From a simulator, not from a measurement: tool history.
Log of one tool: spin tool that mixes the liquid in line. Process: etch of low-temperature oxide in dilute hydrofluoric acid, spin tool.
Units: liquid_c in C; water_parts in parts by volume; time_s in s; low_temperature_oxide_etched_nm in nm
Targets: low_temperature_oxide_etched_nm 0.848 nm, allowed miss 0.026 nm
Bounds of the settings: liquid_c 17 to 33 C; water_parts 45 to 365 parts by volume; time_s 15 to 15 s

| run | day | liquid_c | water_parts | time_s | low_temperature_oxide_etched_nm |
|---|---|---|---|---|---|
| 1 | 0 | 25 | 205 | 15 | 1.7518 |
| 2 | 0.204 | 23.5 | 220 | 15 | 1.5125 |
| 3 | 0.446 | 27 | 220 | 15 | 1.7189 |
| 4 | 0.708 | 24 | 220 | 15 | 1.5252 |
| 5 | 0.921 | 24 | 220 | 15 | 1.5133 |
| 6 | 1.246 | 22.5 | 230 | 15 | 1.3439 |
| 7 | 1.496 | 21.5 | 240 | 15 | 1.2704 |
| 8 | 1.75 | 20.5 | 250 | 15 | 1.1615 |
| 9 | 1.862 | 20 | 260 | 15 | 1.0754 |
| 10 | 2.175 | 19.5 | 265 | 15 | 1.0209 |
| 11 | 2.421 | 19 | 270 | 15 | 0.99805 |
| 12 | 2.567 | 18.5 | 275 | 15 | 0.94349 |
| 13 | 2.617 | 18 | 280 | 15 | 0.90406 |

Which of these 4 next moves meets every target?
| A | 2.667 | 17 | 300 | 15 | ? |
| B | 2.667 | 17.5 | 275 | 15 | ? |
| C | 2.667 | 17 | 305 | 15 | ? |
| D | 2.667 | 17.5 | 295 | 15 | ? |

| move | low_temperature_oxide_etched_nm |
|---|---|
| A | 0.7977 |
| B | 0.90593 |
| C | 0.78136 |
| D | 0.83019 |
A: takes the result that was furthest off past its target
B: as far off as the last run
C: takes the result that was furthest off past its target
D: meets every target
Move D is the one to make.
